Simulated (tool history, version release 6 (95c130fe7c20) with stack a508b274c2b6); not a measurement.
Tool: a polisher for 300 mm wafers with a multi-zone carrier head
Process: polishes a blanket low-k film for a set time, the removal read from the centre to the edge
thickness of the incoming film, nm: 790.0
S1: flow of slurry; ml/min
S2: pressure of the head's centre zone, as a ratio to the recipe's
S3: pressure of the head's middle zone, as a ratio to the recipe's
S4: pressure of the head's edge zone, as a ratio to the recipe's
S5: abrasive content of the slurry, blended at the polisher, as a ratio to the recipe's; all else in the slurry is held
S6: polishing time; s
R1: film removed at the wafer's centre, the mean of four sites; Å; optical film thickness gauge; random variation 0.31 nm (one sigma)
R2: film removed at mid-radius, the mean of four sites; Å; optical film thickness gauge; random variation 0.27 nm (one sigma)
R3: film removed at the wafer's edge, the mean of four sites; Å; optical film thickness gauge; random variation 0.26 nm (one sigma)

| run | hour | S1 | S2 | S3 | S4 | S5 | S6 | R1 | R2 | R3 |
|---|---|---|---|---|---|---|---|---|---|---|
| 1 | 0.0 | 145 | 1.00 | 1.00 | 1.00 | 1.0 | 42 | 239.19 | 241.43 | 241.25 |
| 2 | 5.6 | 145 | 1.00 | 1.00 | 1.00 | 1.0 | 50 | 281.69 | 286.61 | 286.05 |
| 3 | 11.8 | 165 | 1.03 | 1.01 | 1.02 | 1.0 | 50 | 301.23 | 298.60 | 297.90 |
| 4 | 19.7 | 165 | 1.03 | 1.01 | 1.02 | 1.0 | 46 | 276.26 | 276.97 | 270.71 |
| 5 | 24.4 | 165 | 1.03 | 1.01 | 1.02 | 1.0 | 41 | 249.31 | 241.46 | 243.50 |
| 6 | 31.8 | 175 | 1.06 | 1.05 | 1.06 | 1.1 | 41 | 269.69 | 262.50 | 255.89 |

Run 7 comes next. What will it give?
| 7 | 40.2 | 185 | 1.07 | 1.06 | 1.08 | 1.2 | 41 | ? | ? | ? |

{"run 7": {"R1": 282.97, "R2": 276.39, "R3": 270.61}}
